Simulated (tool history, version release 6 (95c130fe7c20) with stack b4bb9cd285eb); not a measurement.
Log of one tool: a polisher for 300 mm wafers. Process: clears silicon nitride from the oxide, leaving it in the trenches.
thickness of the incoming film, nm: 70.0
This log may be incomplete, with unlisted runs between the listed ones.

| run | hour | flow of slurry (ml/min) | pressure of the wafer on the pad (psi) | speed of the pad under the wafer (cm/s) | overpolish time after the end point (s) | time until the end point was called (s) |
|---|---|---|---|---|---|---|
| 1 | 0.0 | 185 | 2.0 | 90 | 15 | 131.140 |
| 2 | 1.2 | 185 | 2.5 | 90 | 15 | 110.400 |
| 3 | 8.3 | 185 | 2.7 | 90 | 15 | 102.230 |
| 4 | 10.3 | 185 | 2.7 | 90 | 15 | 105.870 |
|  | 15.2 | head pressure recalibrated |
| 5 | 15.2 | 170 | 2.7 | 90 | 15 | 91.677 |
| 6 | 17.7 | 170 | 2.7 | 90 | 16 | 89.707 |
| 7 | 24.6 | 180 | 2.6 | 88 | 16 | 97.911 |
| 8 | 33.5 | 185 | 2.4 | 86 | 16 | 109.360 |
| 9 | 38.4 | 180 | 1.8 | 62 | 16 | 179.990 |
| 10 | 40.1 | 180 | 1.7 | 62 | 16 | 189.290 |

Estimate the outcome of run 11 from the log above:
| 11 | 45.8 | 180 | 1.1 | 56 | 16 | ? |

{"run 11": {"time until the end point was called (s)": 311.54}}
